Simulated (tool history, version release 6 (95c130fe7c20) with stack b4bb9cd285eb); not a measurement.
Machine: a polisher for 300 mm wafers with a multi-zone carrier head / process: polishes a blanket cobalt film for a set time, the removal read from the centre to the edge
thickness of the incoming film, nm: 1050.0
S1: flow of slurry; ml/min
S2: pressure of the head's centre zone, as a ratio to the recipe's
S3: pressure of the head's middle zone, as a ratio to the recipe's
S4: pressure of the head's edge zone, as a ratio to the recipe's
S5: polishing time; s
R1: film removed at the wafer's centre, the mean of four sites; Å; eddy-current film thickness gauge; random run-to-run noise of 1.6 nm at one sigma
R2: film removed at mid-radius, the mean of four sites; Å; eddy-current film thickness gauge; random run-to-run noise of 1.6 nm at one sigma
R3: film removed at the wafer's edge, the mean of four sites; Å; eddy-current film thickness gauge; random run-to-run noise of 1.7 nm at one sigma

run,hour,S1,S2,S3,S4,S5,R1,R2,R3
1,0.0,130,1.00,1.00,1.00,54,2711.8,2787.2,2745.1
2,3.0,140,1.00,1.00,1.00,54,2792.5,2770.0,2766.7
3,10.5,130,0.97,0.97,0.98,46,2231.2,2284.6,2321.8
4,14.4,125,0.95,0.95,0.95,41,2006.9,2060.2,2012.3
5,16.6,125,0.95,0.95,0.95,35,1711.1,1702.0,1707.6
6,18.6,125,0.95,0.95,0.90,35,1674.8,1703.1,1700.2
7,20.3,115,0.91,0.92,0.89,34,1549.9,1594.4,1618.4

Estimate the outcome of run 8 from the log above:
8,21.6,110,0.89,0.91,0.88,34,?,?,?

R1: 1490.3 Å
R2: 1563.0 Å
R3: 1649.4 Å

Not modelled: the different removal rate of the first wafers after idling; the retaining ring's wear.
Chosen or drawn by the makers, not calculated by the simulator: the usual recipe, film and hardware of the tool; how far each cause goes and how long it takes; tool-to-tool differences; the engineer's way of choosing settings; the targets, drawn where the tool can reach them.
